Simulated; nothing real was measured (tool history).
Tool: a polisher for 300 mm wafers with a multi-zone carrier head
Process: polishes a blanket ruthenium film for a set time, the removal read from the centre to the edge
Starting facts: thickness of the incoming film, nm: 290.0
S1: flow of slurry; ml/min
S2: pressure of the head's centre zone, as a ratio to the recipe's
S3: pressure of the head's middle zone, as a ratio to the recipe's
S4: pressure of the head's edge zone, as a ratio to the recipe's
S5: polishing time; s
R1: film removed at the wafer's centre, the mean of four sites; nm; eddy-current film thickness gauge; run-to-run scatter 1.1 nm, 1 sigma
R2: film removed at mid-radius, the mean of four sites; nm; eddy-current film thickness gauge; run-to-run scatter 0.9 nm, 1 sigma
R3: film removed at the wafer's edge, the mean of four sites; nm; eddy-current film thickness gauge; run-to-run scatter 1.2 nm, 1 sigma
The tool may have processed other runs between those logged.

run 1 day=0.000 | S1=280 S2=1.00 S3=1.00 S4=1.00 S5=40 | R1=66.888 R2=67.931 R3=68.188
run 2 day=0.283 | S1=215 S2=1.00 S3=1.00 S4=1.00 S5=40 | R1=66.031 R2=66.896 R3=66.850
run 3 day=0.312 | S1=215 S2=1.00 S3=1.00 S4=0.96 S5=40 | R1=64.125 R2=66.724 R3=65.310
run 4 day=0.475 | S1=215 S2=1.01 S3=1.02 S4=0.97 S5=41 | R1=67.296 R2=69.550 R3=66.382
run 5 day=0.812 | S1=220 S2=1.02 S3=1.03 S4=0.99 S5=42 | R1=69.687 R2=73.048 R3=71.135
run 6 day=1.025 | S1=225 S2=1.04 S3=1.04 S4=0.98 S5=42 | R1=70.467 R2=73.482 R3=66.371
run 7 day=1.067 | S1=225 S2=1.05 S3=1.04 S4=1.00 S5=43 | R1=73.606 R2=75.053 R3=72.111

The next listed run, before its measurement:
run 8 day=1.425 | S1=225 S2=1.06 S3=1.05 S4=1.01 S5=43 | R1=? R2=? R3=?

R1: 74.822 nm
R2: 75.299 nm
R3: 73.189 nm
